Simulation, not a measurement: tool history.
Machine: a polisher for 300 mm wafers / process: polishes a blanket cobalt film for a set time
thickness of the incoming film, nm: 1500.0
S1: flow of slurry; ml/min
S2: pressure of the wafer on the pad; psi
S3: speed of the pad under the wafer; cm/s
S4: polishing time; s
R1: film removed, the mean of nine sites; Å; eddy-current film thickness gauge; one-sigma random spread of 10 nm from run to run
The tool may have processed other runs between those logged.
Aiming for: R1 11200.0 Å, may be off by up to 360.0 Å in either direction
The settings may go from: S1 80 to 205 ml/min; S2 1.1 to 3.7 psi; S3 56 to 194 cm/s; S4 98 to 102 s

run 1 hour=0.0 | S1=135 S2=2.4 S3=124 S4=98 | R1=6944.6
run 2 hour=8.3 | S1=165 S2=2.4 S3=124 S4=98 | R1=7117.2
run 3 hour=11.1 | S1=165 S2=2.4 S3=106 S4=98 | R1=6243.8
run 4 hour=16.8 | S1=165 S2=2.1 S3=106 S4=98 | R1=5438.7
run 5 hour=18.1 | S1=165 S2=2.4 S3=106 S4=98 | R1=6159.6
run 6 hour=23.9 | S1=165 S2=2.8 S3=106 S4=98 | R1=7168.9
run 7 hour=30.7 | S1=165 S2=3.0 S3=108 S4=98 | R1=7798.9
run 8 hour=36.2 | S1=165 S2=3.1 S3=110 S4=98 | R1=8186.8
run 9 hour=40.0 | S1=180 S2=3.7 S3=118 S4=98 | R1=10520.0
run 10 hour=48.7 | S1=180 S2=3.7 S3=120 S4=98 | R1=10693.0

Consider the 5 candidate settings below. Which is the only one whose results all fall within their allowed miss of target?
run A hour=57.4 | S1=155 S2=3.6 S3=120 S4=98 | R1=?
run B hour=57.4 | S1=205 S2=3.3 S3=128 S4=98 | R1=?
run C hour=57.4 | S1=205 S2=3.4 S3=126 S4=98 | R1=?
run D hour=57.4 | S1=190 S2=3.6 S3=110 S4=100 | R1=?
run E hour=57.4 | S1=185 S2=3.6 S3=122 S4=102 | R1=?

move=A R1=10197.0
move=B R1=10340.0
move=C R1=10486.0
move=D R1=9846.3
move=E R1=11049.0
A: misses by more than the last run did
B: misses by more than the last run did
C: misses by more than the last run did
D: misses by more than the last run did
E: every result within its allowed miss
The right move is E.
